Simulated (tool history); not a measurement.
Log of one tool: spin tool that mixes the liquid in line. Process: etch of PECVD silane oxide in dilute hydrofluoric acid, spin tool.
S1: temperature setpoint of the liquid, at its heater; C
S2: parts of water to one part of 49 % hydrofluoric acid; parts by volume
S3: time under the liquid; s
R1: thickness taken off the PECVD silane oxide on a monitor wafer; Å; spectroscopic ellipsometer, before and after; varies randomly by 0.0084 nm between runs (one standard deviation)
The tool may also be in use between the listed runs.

run,hour,S1,S2,S3,R1
1,0,22,155,40,30.911
2,6.1,22,155,40,31.029
3,13.8,21,160,40,28.889
4,14.4,20,165,40,26.763
5,22.2,19.5,170,40,25.339
6,27.7,19,170,40,24.729

Run 7 is up next; what results do you expect?
7,32.4,18.5,170,40,?

Run 7 yielded R1 24.152 Å.
